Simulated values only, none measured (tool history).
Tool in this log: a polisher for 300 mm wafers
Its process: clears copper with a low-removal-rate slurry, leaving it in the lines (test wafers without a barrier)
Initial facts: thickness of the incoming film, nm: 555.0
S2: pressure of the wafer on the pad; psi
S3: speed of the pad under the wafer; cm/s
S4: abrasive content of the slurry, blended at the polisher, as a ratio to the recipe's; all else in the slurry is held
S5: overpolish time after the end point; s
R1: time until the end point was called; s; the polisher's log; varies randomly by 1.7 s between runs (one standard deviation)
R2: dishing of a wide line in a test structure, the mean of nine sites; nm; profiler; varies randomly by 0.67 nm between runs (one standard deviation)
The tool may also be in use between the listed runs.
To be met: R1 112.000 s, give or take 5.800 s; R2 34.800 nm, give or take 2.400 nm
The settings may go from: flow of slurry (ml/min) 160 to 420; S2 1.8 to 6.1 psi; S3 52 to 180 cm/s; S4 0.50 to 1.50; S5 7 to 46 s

run 1 day=0.000 | flow_of_slurry_(ml/min)=270 S2=3.9 S3=116 S4=1.00 S5=24 | R1=168.690 R2=43.219
run 2 day=0.300 | flow_of_slurry_(ml/min)=240 S2=3.9 S3=116 S4=1.00 S5=24 | R1=171.990 R2=43.056
run 3 day=0.500 | flow_of_slurry_(ml/min)=200 S2=3.9 S3=116 S4=1.00 S5=24 | R1=172.420 R2=43.324
run 4 day=0.758 | flow_of_slurry_(ml/min)=200 S2=3.9 S3=138 S4=1.00 S5=24 | R1=150.710 R2=45.974
run 5 day=1.017 | flow_of_slurry_(ml/min)=200 S2=3.5 S3=138 S4=1.00 S5=24 | R1=166.700 R2=43.448
-- day=1.154 head pressure recalibrated
run 6 day=1.154 | flow_of_slurry_(ml/min)=215 S2=3.8 S3=142 S4=1.00 S5=20 | R1=137.730 R2=44.199
run 7 day=1.512 | flow_of_slurry_(ml/min)=230 S2=3.7 S3=144 S4=1.00 S5=17 | R1=137.160 R2=39.955
run 8 day=1.771 | flow_of_slurry_(ml/min)=240 S2=4.5 S3=148 S4=1.00 S5=7 | R1=111.950 R2=25.118
run 9 day=1.862 | flow_of_slurry_(ml/min)=240 S2=4.4 S3=150 S4=1.00 S5=9 | R1=115.200 R2=29.039

Below are 5 possible settings for the next run. Only one of them brings all results inside the allowed miss of their targets. Which is it?
run A day=1.954 | flow_of_slurry_(ml/min)=245 S2=4.4 S3=176 S4=1.05 S5=10 | R1=? R2=?
run B day=1.954 | flow_of_slurry_(ml/min)=190 S2=4.1 S3=170 S4=0.90 S5=11 | R1=? R2=?
run C day=1.954 | flow_of_slurry_(ml/min)=300 S2=4.1 S3=162 S4=1.10 S5=8 | R1=? R2=?
run D day=1.954 | flow_of_slurry_(ml/min)=265 S2=4.5 S3=136 S4=0.75 S5=11 | R1=? R2=?
run E day=1.954 | flow_of_slurry_(ml/min)=220 S2=4.3 S3=180 S4=1.15 S5=13 | R1=? R2=?

move=A R1=96.560 R2=35.442
move=B R1=111.790 R2=34.138
move=C R1=108.510 R2=27.644
move=D R1=124.310 R2=31.744
move=E R1=95.908 R2=42.114
A: brings the result that was furthest off to its target, and leaves another outside
B: every result within its allowed miss
C: the biggest miss grows against the last run
D: better than the last run, though not everything is in spec
E: takes the biggest miss from the last run beyond its target
B meets every target.
